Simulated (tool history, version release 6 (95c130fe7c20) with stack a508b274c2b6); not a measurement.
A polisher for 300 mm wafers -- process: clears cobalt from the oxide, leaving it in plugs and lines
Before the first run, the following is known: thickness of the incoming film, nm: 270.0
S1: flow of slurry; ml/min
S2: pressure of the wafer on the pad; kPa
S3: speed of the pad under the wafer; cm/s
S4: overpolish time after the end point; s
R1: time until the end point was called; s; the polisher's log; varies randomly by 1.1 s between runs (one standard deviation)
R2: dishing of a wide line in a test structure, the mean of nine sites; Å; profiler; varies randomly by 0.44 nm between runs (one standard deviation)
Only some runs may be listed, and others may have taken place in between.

run  hour   S1    S2   S3  S4       R1      R2
  1   0.0  155   9.0   96  26  104.170  364.87
  2   2.7  155  10.3   98  21   90.636  352.33
  3   8.3  155  10.3   98  26   92.081  373.64
  4  15.8  155  11.0  100  22   84.070  368.40
  5  16.3  155  11.0  100  27   81.788  382.54
  6  22.1  155  11.0  100  22   87.263  373.29
     27.4  -- slurry nozzle cleaned
  7  27.4  130  13.8  108   9   62.295  260.80
  8  35.8  145  13.8  110  10   62.507  283.28
  9  37.6  155  13.8  112  10   60.653  286.86
 10  45.8  155  14.5  114  21   54.539  404.74

Forecast run 11:
 11  50.2  145  14.5  114  20   ?   ?

Run 11 gave R1 57.059 s, R2 397.00 Å.

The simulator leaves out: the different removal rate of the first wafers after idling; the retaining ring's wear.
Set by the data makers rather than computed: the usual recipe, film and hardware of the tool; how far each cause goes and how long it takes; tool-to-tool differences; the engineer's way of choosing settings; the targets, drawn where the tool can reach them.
